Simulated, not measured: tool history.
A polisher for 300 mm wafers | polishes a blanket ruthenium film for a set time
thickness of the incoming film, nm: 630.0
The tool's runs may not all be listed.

run	day	flow of slurry (ml/min)	pressure of the wafer on the pad (kPa)	speed of the pad under the wafer (m/s)	polishing time (s)	film removed (Å)
1	0	165	15.2	1.14	26	340.9
2	0.267	160	13.1	1.14	26	290.77
3	0.375	195	13.1	1.14	26	304.46
4	0.412	185	11.7	1.14	26	270.16
5	0.625	185	11.7	1.14	26	269.47
6	0.846	180	11	1.14	26	252.28
7	0.95	170	10.3	1.14	26	236.15
8	0.988	160	10.3	1.14	26	235.73

Run 9 comes next. What will it give?
9	1.117	160	10.3	1.14	26	?

film removed (Å): 236.23

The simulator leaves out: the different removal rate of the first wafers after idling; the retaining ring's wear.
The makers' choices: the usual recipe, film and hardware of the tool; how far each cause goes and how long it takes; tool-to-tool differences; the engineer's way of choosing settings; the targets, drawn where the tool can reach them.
